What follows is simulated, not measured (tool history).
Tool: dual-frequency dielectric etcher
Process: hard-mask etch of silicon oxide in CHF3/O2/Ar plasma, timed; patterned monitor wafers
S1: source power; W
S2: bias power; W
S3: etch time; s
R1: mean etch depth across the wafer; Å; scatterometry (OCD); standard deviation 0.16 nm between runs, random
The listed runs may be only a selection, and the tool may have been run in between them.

| run | hour | S1 | S2 | S3 | R1 |
|---|---|---|---|---|---|
| 1 | 0.0 | 720 | 207 | 32.5 | 834.50 |
| 2 | 6.8 | 640 | 207 | 32.5 | 772.12 |
| 3 | 13.2 | 630 | 207 | 32.5 | 765.15 |
| 4 | 18.1 | 620 | 207 | 32.5 | 757.36 |
| 5 | 22.2 | 620 | 207 | 34.0 | 792.81 |
| 6 | 28.5 | 610 | 206 | 34.0 | 783.87 |
| 7 | 34.0 | 600 | 206 | 34.0 | 774.96 |

Expected results for the next run?
| 8 | 35.5 | 600 | 206 | 34.0 | ? |

{"run 8": {"R1": 775.95}}
